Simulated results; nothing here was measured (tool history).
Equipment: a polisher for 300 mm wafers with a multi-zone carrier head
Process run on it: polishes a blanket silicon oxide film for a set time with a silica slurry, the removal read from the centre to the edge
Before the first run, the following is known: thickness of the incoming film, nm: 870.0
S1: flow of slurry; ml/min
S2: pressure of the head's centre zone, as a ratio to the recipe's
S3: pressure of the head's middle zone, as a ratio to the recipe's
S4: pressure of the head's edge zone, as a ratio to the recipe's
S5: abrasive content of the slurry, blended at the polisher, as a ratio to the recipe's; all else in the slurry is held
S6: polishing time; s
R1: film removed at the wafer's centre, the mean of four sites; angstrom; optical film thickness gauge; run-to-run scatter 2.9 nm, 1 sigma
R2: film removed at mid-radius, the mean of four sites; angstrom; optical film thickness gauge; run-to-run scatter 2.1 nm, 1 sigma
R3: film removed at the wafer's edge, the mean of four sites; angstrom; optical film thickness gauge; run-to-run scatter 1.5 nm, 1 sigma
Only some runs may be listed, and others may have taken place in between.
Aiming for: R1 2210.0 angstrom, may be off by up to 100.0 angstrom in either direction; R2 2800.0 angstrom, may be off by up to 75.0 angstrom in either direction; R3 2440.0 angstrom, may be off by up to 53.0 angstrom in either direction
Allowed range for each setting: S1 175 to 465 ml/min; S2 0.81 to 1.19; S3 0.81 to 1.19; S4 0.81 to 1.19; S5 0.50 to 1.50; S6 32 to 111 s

| run | day | S1 | S2 | S3 | S4 | S5 | S6 | R1 | R2 | R3 |
|---|---|---|---|---|---|---|---|---|---|---|
| 1 | 0.000 | 295 | 1.00 | 1.00 | 1.00 | 1.00 | 71 | 2283.7 | 2356.2 | 2342.3 |
| 2 | 0.050 | 310 | 0.99 | 1.04 | 1.01 | 1.00 | 71 | 2266.5 | 2472.8 | 2320.5 |
| 3 | 0.404 | 310 | 0.99 | 1.04 | 1.01 | 0.80 | 71 | 2087.0 | 2235.5 | 2134.7 |
| 4 | 0.496 | 315 | 0.98 | 1.07 | 1.04 | 0.85 | 71 | 2140.0 | 2372.3 | 2222.5 |
| 5 | 0.750 | 325 | 0.97 | 1.10 | 1.07 | 0.85 | 71 | 2172.2 | 2424.2 | 2249.2 |
| 6 | 0.983 | 355 | 0.97 | 1.10 | 1.07 | 0.85 | 71 | 2150.0 | 2412.0 | 2223.3 |
| 7 | 1.046 | 355 | 0.95 | 1.12 | 1.08 | 0.90 | 71 | 2086.3 | 2518.5 | 2277.8 |
| 8 | 1.396 | 355 | 0.95 | 1.13 | 1.09 | 0.95 | 71 | 2244.8 | 2615.9 | 2367.2 |
| 9 | 1.642 | 355 | 0.94 | 1.14 | 1.10 | 0.95 | 71 | 2192.4 | 2637.3 | 2399.1 |
| 10 | 1.667 | 395 | 0.94 | 1.19 | 1.10 | 0.95 | 71 | 2206.2 | 2774.2 | 2377.8 |

Exercise: of the 4 proposed moves below, exactly one satisfies all targets within the stated allowed misses. Which move is it?
| A | 1.692 | 435 | 0.96 | 1.19 | 1.01 | 1.00 | 69 | ? | ? | ? |
| B | 1.692 | 435 | 0.91 | 1.18 | 1.12 | 0.95 | 72 | ? | ? | ? |
| C | 1.692 | 425 | 0.94 | 1.18 | 0.98 | 1.00 | 68 | ? | ? | ? |
| D | 1.692 | 355 | 1.01 | 1.19 | 1.05 | 1.00 | 69 | ? | ? | ? |

| move | R1 | R2 | R3 |
|---|---|---|---|
| A | 2267.0 | 2763.3 | 2318.5 |
| B | 2215.3 | 2801.9 | 2446.9 |
| C | 2192.0 | 2699.9 | 2262.0 |
| D | 2330.1 | 2725.9 | 2322.5 |
A: lands further from the targets than the last run did
B: every result within its allowed miss
C: lands further from the targets than the last run did
D: lands further from the targets than the last run did
B is the move that brings every result within its allowed miss.
